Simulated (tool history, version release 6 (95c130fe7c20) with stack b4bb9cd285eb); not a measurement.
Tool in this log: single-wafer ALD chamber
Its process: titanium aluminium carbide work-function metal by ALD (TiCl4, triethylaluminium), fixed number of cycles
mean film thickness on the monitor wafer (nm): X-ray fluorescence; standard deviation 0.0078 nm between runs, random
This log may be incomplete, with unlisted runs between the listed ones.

run  hour  heater temperature setpoint (deg C)  triethylaluminium pulse time (s)  mean film thickness on the monitor wafer (nm)
  1     0                                  310                              8.98                                          1.981
  2   8.8                                  307                              8.18                                          1.927
  3  11.9                                  307                             10.07                                         1.9991
  4  13.3                                  304                              9.12                                         1.9359
  5    22                                  304                             10.04                                         1.9605
  6  30.6                                  304                              7.84                                         1.8681
  7  38.1                                  302                               7.4                                         1.7874
  8  40.2                                  300                              7.34                                         1.7742
  9  47.9                                  298                              7.22                                         1.7465
 10  54.9                                  286                              4.36                                        0.94697
 11  57.1                                  289                              4.37                                        0.96284
 12  62.2                                  293                              4.38                                        0.98937

Estimate the outcome of run 13 from the log above:
 13  70.8                                  298                              4.54                                              ?

{"run 13": {"mean film thickness on the monitor wafer (nm)": 1.0872}}
